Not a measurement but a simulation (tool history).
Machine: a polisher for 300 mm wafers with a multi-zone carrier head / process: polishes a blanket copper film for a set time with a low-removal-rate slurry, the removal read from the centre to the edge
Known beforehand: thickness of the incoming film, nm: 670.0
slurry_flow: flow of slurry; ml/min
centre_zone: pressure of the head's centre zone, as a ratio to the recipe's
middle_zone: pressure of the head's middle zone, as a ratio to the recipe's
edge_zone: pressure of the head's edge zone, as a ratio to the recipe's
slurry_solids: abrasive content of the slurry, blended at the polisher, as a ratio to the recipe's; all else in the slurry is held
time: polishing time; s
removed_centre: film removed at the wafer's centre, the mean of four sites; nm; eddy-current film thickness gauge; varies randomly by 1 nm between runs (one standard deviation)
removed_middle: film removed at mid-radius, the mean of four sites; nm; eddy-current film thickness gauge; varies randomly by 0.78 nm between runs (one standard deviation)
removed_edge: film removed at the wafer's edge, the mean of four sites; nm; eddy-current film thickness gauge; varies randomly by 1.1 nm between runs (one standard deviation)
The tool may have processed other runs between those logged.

run,day,slurry_flow,centre_zone,middle_zone,edge_zone,slurry_solids,time,removed_centre,removed_middle,removed_edge
1,0.000,260,1.00,1.00,1.00,1.00,39,104.790,106.200,104.570
2,0.121,260,1.00,1.00,1.00,0.90,39,102.320,100.560,102.200
3,0.200,260,1.00,1.00,1.00,1.05,39,108.560,106.690,107.950
4,0.262,260,1.00,0.96,1.00,1.05,39,105.410,101.750,106.840
5,0.425,260,1.00,0.96,1.00,1.05,33,88.582,87.225,90.200
6,0.671,255,0.98,0.93,1.00,1.05,33,88.726,85.157,93.289
7,0.733,255,0.98,0.93,1.00,1.05,33,87.370,84.718,91.906

Run 8 comes next. What will it give?
8,1.088,255,0.96,0.92,0.99,1.00,33,?,?,?

removed_centre: 85.211 nm
removed_middle: 82.029 nm
removed_edge: 88.212 nm
